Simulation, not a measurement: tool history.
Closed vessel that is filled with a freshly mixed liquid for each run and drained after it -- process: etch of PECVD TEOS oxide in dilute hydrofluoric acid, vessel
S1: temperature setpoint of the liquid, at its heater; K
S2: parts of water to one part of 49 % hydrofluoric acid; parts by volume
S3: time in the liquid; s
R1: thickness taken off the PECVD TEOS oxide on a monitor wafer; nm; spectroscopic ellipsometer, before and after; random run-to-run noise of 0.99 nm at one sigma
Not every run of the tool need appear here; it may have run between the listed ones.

run  hour      S1  S2   S3       R1
  1   0.0  297.15  70  365   49.444
  2   1.3  297.15  55  365   64.393
  3   2.6  297.15  30  365  121.280
  4   9.1  296.65  30  365  118.220
  5  14.3  296.65  20  365  177.310
  6  21.3  295.15  20  365  169.130
  7  27.3  296.65  25  365  143.460

Run 8, settings as shown, results not yet in. Your forecast:
  8  31.8  296.65  30  365   ?

{"run 8": {"R1": 118.77}}
